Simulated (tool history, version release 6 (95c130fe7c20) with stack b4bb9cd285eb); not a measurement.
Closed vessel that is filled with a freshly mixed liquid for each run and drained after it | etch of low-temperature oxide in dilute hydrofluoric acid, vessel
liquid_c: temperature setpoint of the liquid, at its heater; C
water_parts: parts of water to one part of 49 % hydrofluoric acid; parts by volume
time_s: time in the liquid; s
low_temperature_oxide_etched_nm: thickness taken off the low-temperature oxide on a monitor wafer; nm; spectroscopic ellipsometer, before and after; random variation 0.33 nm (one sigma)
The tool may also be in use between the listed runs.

run  hour  liquid_c  water_parts  time_s  low_temperature_oxide_etched_nm
  1   0.0      21.0          100     395                           36.259
  2   9.2      22.0          100     395                           37.563
  3  12.9      23.0          100     395                           39.464
  4  15.8      23.5          100     395                           40.366
  5  22.9      20.5          100     395                           35.618
  6  27.7      20.5          100     425                           38.107

Run 7 comes next. What will it give?
  7  29.1      21.0          100     425                                ?

low_temperature_oxide_etched_nm: 39.122 nm

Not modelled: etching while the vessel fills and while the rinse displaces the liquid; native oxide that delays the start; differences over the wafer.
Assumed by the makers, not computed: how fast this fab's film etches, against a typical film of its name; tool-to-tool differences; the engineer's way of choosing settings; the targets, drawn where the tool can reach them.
